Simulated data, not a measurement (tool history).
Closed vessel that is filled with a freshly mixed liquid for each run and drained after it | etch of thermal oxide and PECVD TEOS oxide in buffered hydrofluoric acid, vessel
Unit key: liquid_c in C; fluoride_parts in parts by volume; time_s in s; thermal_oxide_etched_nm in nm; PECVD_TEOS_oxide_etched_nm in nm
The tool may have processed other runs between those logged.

run,hour,liquid_c,fluoride_parts,time_s,thermal_oxide_etched_nm,PECVD_TEOS_oxide_etched_nm
1,0.0,21.0,7.5,60,69.048,116.55
2,6.8,21.0,7.5,75,86.777,146.77
3,14.5,21.0,6.5,75,100.500,169.99
4,20.1,20.5,7.0,75,91.875,156.00
5,26.3,20.5,7.0,95,113.480,197.35
6,29.8,20.5,7.0,110,134.670,225.52
7,30.3,20.0,7.5,110,119.540,202.43
8,31.6,19.5,8.0,110,108.670,185.22
9,37.0,19.0,8.5,110,103.030,172.64
10,38.2,19.0,9.0,110,98.202,166.47
11,43.9,18.5,9.5,110,88.512,151.75
12,46.9,18.5,10.0,110,85.115,144.61
# hour 50.0: hydrofluoric acid flow meter replaced
13,50.0,18.5,10.5,110,91.468,154.60

For run 14, what comes out?
14,54.1,18.5,10.5,105,?,?

thermal_oxide_etched_nm: 87.347 nm
PECVD_TEOS_oxide_etched_nm: 150.06 nm
